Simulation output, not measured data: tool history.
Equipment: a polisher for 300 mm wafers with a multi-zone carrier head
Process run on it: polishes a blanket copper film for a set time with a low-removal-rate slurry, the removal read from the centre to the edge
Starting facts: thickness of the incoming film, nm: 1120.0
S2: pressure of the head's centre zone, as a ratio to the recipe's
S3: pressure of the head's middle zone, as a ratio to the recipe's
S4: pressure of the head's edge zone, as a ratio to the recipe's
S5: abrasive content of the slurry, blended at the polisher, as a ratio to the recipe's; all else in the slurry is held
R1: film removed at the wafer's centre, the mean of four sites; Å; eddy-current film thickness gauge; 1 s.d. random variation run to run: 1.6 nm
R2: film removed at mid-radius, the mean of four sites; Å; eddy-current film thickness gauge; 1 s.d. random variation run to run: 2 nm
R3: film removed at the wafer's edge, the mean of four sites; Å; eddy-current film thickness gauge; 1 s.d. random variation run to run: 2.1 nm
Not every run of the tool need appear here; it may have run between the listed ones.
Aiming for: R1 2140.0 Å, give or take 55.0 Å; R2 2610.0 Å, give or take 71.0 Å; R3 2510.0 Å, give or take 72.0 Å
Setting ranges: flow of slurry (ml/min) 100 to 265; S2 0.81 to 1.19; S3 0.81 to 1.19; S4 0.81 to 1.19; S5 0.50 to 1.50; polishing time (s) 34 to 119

run 1 hour=0.0 | flow_of_slurry_(ml/min)=170 S2=1.00 S3=1.00 S4=1.00 S5=1.00 polishing_time_(s)=76 | R1=1582.6 R2=1618.2 R3=1584.0
run 2 hour=0.6 | flow_of_slurry_(ml/min)=190 S2=1.00 S3=1.00 S4=1.00 S5=1.00 polishing_time_(s)=76 | R1=1650.8 R2=1645.9 R3=1617.8
run 3 hour=6.2 | flow_of_slurry_(ml/min)=190 S2=1.00 S3=1.00 S4=1.00 S5=1.15 polishing_time_(s)=76 | R1=1681.1 R2=1686.0 R3=1673.3
run 4 hour=14.4 | flow_of_slurry_(ml/min)=190 S2=1.00 S3=1.00 S4=1.00 S5=1.30 polishing_time_(s)=76 | R1=1709.3 R2=1740.4 R3=1708.8
run 5 hour=22.7 | flow_of_slurry_(ml/min)=190 S2=1.08 S3=1.00 S4=1.00 S5=1.30 polishing_time_(s)=76 | R1=1816.3 R2=1711.5 R3=1704.2
run 6 hour=31.1 | flow_of_slurry_(ml/min)=200 S2=1.04 S3=1.03 S4=1.04 S5=1.35 polishing_time_(s)=80 | R1=1876.9 R2=1898.9 R3=1826.3
run 7 hour=32.0 | flow_of_slurry_(ml/min)=200 S2=1.00 S3=1.03 S4=1.07 S5=1.40 polishing_time_(s)=84 | R1=1924.8 R2=1984.0 R3=1992.9
run 8 hour=33.0 | flow_of_slurry_(ml/min)=200 S2=1.00 S3=1.03 S4=1.07 S5=1.40 polishing_time_(s)=84 | R1=1902.2 R2=2015.8 R3=1973.3
run 9 hour=40.6 | flow_of_slurry_(ml/min)=205 S2=0.98 S3=1.04 S4=1.09 S5=1.40 polishing_time_(s)=87 | R1=1960.3 R2=2115.7 R3=2051.8
run 10 hour=47.9 | flow_of_slurry_(ml/min)=205 S2=0.96 S3=1.05 S4=1.11 S5=1.40 polishing_time_(s)=90 | R1=1962.4 R2=2146.8 R3=2163.5
run 11 hour=50.3 | flow_of_slurry_(ml/min)=210 S2=0.95 S3=1.07 S4=1.12 S5=1.40 polishing_time_(s)=92 | R1=2013.6 R2=2269.0 R3=2210.8
run 12 hour=58.2 | flow_of_slurry_(ml/min)=215 S2=0.94 S3=1.08 S4=1.13 S5=1.40 polishing_time_(s)=94 | R1=2048.4 R2=2355.0 R3=2326.9
run 13 hour=67.0 | flow_of_slurry_(ml/min)=260 S2=0.94 S3=1.16 S4=1.17 S5=1.45 polishing_time_(s)=94 | R1=2138.1 R2=2531.5 R3=2407.4
run 14 hour=72.1 | flow_of_slurry_(ml/min)=260 S2=0.93 S3=1.16 S4=1.17 S5=1.45 polishing_time_(s)=94 | R1=2062.9 R2=2599.8 R3=2337.6
run 15 hour=78.6 | flow_of_slurry_(ml/min)=255 S2=0.93 S3=1.15 S4=1.17 S5=1.45 polishing_time_(s)=95 | R1=2099.7 R2=2551.1 R3=2427.4

Below are 5 possible settings for the next run. Only one of them brings all results inside the allowed miss of their targets. Which is it?
run A hour=85.1 | flow_of_slurry_(ml/min)=260 S2=0.92 S3=1.12 S4=1.12 S5=1.50 polishing_time_(s)=93 | R1=? R2=? R3=?
run B hour=85.1 | flow_of_slurry_(ml/min)=250 S2=0.84 S3=1.03 S4=1.19 S5=1.35 polishing_time_(s)=108 | R1=? R2=? R3=?
run C hour=85.1 | flow_of_slurry_(ml/min)=235 S2=0.91 S3=1.12 S4=1.18 S5=1.40 polishing_time_(s)=100 | R1=? R2=? R3=?
run D hour=85.1 | flow_of_slurry_(ml/min)=260 S2=0.81 S3=1.15 S4=1.09 S5=1.35 polishing_time_(s)=103 | R1=? R2=? R3=?
run E hour=85.1 | flow_of_slurry_(ml/min)=260 S2=0.87 S3=1.14 S4=1.19 S5=1.40 polishing_time_(s)=98 | R1=? R2=? R3=?

move=A R1=2081.1 R2=2481.3 R3=2333.9
move=B R1=2168.4 R2=2631.0 R3=2739.0
move=C R1=2158.7 R2=2603.7 R3=2523.6
move=D R1=2011.6 R2=2758.5 R3=2501.7
move=E R1=2057.3 R2=2621.2 R3=2506.3
A: moves away from the targets compared with the last run
B: takes the result that was furthest off past its target
C: hits every target within its allowed miss
D: the worst result of the last run now meets its target, but another is out of spec
E: the worst result of the last run now meets its target, but another is out of spec
Go with C: it meets all targets.
